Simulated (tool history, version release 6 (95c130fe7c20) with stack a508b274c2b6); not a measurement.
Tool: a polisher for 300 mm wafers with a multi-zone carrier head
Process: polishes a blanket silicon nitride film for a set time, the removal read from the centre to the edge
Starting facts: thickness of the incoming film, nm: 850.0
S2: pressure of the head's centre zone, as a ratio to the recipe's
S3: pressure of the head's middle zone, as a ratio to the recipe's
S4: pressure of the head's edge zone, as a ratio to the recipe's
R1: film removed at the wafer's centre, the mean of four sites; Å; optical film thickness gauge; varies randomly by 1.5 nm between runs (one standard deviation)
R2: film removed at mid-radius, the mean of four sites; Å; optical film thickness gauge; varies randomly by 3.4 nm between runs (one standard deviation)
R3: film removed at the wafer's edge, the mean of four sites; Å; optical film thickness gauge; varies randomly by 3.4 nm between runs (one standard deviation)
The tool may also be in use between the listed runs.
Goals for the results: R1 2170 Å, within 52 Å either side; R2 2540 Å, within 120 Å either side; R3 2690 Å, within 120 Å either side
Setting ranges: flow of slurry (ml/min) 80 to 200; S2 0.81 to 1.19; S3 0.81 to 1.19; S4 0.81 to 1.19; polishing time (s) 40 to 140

Run 1, hour 0: flow of slurry (ml/min) 130, S2 1, S3 1, S4 1, polishing time (s) 90. Result: R1 1830.2 Å, R2 1896.2 Å, R3 1841 Å.
Run 2, hour 8.3: flow of slurry (ml/min) 130, S2 0.98, S3 1, S4 1.03, polishing time (s) 93. Result: R1 1856.8 Å, R2 1923.7 Å, R3 1927 Å.
Run 3, hour 10.4: flow of slurry (ml/min) 130, S2 0.98, S3 1, S4 0.94, polishing time (s) 93. Result: R1 1857.7 Å, R2 1963.1 Å, R3 1849 Å.
Run 4, hour 14.6: flow of slurry (ml/min) 135, S2 0.96, S3 1.01, S4 0.97, polishing time (s) 96. Result: R1 1879.9 Å, R2 2060.1 Å, R3 1936.4 Å.
Run 5, hour 19.8: flow of slurry (ml/min) 135, S2 0.96, S3 1.05, S4 0.97, polishing time (s) 96. Result: R1 1905.7 Å, R2 2065.3 Å, R3 1943.6 Å.
Run 6, hour 20.3: flow of slurry (ml/min) 135, S2 0.96, S3 1.05, S4 0.93, polishing time (s) 96. Result: R1 1888.4 Å, R2 2096 Å, R3 1899.2 Å.
Run 7, hour 23.9: flow of slurry (ml/min) 135, S2 0.95, S3 1.05, S4 0.96, polishing time (s) 99. Result: R1 1929.5 Å, R2 2184.3 Å, R3 1978.2 Å.
Run 8, hour 31.3: flow of slurry (ml/min) 140, S2 0.94, S3 1.04, S4 0.99, polishing time (s) 101. Result: R1 1973.4 Å, R2 2209.3 Å, R3 2055.7 Å.
Run 9, hour 39.9: flow of slurry (ml/min) 140, S2 0.93, S3 1.03, S4 1.02, polishing time (s) 104. Result: R1 1996.8 Å, R2 2248 Å, R3 2126.5 Å.

Exercise: of the 5 proposed moves below, exactly one satisfies all targets within the stated allowed misses. Which move is it?
Run A, hour 48.5: flow of slurry (ml/min) 145, S2 0.99, S3 0.97, S4 1, polishing time (s) 88. Result: R1 ?, R2 ?, R3 ?.
Run B, hour 48.5: flow of slurry (ml/min) 80, S2 1, S3 0.84, S4 1.18, polishing time (s) 112. Result: R1 ?, R2 ?, R3 ?.
Run C, hour 48.5: flow of slurry (ml/min) 175, S2 1.07, S3 1.16, S4 0.87, polishing time (s) 81. Result: R1 ?, R2 ?, R3 ?.
Run D, hour 48.5: flow of slurry (ml/min) 135, S2 0.86, S3 0.97, S4 1.15, polishing time (s) 122. Result: R1 ?, R2 ?, R3 ?.
Run E, hour 48.5: flow of slurry (ml/min) 130, S2 0.94, S3 0.98, S4 1.05, polishing time (s) 115. Result: R1 ?, R2 ?, R3 ?.

move      R1      R2      R3
   A  1818.4  1836.4  1755.3
   B    2090  1934.3  2273.5
   C  1867.2  1958.2  1540.1
   D  2160.9    2520  2589.7
   E  2213.7  2377.1  2321.7
A: its largest miss is bigger than the last run's
B: its largest miss is bigger than the last run's
C: its largest miss is bigger than the last run's
D: every result lands within tolerance
E: an improvement on the last run, though not all results are within tolerance
The right move is D.

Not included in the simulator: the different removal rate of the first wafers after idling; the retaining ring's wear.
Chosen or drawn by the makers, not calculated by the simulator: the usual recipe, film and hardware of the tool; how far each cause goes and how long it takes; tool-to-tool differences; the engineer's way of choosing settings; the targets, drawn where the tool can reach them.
